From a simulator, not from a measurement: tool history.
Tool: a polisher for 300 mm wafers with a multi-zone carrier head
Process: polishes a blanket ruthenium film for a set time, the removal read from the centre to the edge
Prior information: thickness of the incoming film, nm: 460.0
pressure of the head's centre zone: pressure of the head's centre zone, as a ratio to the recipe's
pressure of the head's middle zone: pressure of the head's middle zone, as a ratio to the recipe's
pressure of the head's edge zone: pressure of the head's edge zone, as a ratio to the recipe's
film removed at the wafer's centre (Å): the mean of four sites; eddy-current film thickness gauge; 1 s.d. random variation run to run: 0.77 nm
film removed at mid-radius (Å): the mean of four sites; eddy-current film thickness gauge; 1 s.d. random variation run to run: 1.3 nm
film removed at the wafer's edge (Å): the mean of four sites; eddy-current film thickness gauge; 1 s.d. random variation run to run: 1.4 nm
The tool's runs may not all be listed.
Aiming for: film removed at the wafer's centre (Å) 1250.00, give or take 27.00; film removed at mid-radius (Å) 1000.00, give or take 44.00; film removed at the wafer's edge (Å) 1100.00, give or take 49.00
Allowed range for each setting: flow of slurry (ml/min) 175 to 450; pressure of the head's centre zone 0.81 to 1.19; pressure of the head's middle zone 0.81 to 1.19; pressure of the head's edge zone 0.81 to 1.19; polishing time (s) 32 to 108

| run | hour | flow of slurry (ml/min) | pressure of the head's centre zone | pressure of the head's middle zone | pressure of the head's edge zone | polishing time (s) | film removed at the wafer's centre (Å) | film removed at mid-radius (Å) | film removed at the wafer's edge (Å) |
|---|---|---|---|---|---|---|---|---|---|
| 1 | 0.0 | 290 | 1.00 | 1.00 | 1.00 | 70 | 906.24 | 870.65 | 908.84 |
| 2 | 8.6 | 300 | 1.04 | 1.00 | 1.03 | 72 | 969.61 | 926.15 | 956.92 |
| 3 | 9.4 | 360 | 1.04 | 1.00 | 1.03 | 72 | 993.55 | 920.85 | 966.00 |
| 4 | 12.9 | 365 | 1.07 | 0.99 | 1.05 | 73 | 1030.80 | 946.04 | 962.62 |
| 5 | 13.8 | 365 | 1.08 | 0.96 | 1.06 | 75 | 1062.10 | 930.56 | 994.23 |
| 6 | 15.4 | 365 | 1.08 | 0.96 | 1.06 | 60 | 856.79 | 744.88 | 804.41 |
| 7 | 22.0 | 365 | 1.10 | 0.95 | 1.08 | 65 | 939.63 | 810.16 | 855.81 |
| 8 | 24.5 | 370 | 1.11 | 0.94 | 1.09 | 69 | 1012.40 | 850.64 | 921.84 |
| 9 | 32.7 | 370 | 1.12 | 0.94 | 1.10 | 71 | 1047.50 | 878.45 | 966.37 |

5 next moves are on the table. One of them brings every result within its allowed miss. Which?
| A | 40.9 | 385 | 1.04 | 1.18 | 1.12 | 63 | ? | ? | ? |
| B | 40.9 | 380 | 1.18 | 0.95 | 1.12 | 80 | ? | ? | ? |
| C | 40.9 | 400 | 1.14 | 1.01 | 1.09 | 61 | ? | ? | ? |
| D | 40.9 | 400 | 1.06 | 0.86 | 1.19 | 85 | ? | ? | ? |
| E | 40.9 | 450 | 1.17 | 0.84 | 1.09 | 80 | ? | ? | ? |

| move | film removed at the wafer's centre (Å) | film removed at mid-radius (Å) | film removed at the wafer's edge (Å) |
|---|---|---|---|
| A | 874.12 | 972.10 | 857.83 |
| B | 1257.00 | 1024.50 | 1091.80 |
| C | 930.26 | 826.00 | 824.86 |
| D | 1203.40 | 1006.80 | 1196.00 |
| E | 1262.40 | 936.78 | 1091.30 |
A: moves away from the targets compared with the last run
B: every result within its allowed miss
C: moves away from the targets compared with the last run
D: closer than the last run, but not yet in spec
E: brings the last run's worst result on target, with another outside its allowed miss
B is the move that brings every result within its allowed miss.

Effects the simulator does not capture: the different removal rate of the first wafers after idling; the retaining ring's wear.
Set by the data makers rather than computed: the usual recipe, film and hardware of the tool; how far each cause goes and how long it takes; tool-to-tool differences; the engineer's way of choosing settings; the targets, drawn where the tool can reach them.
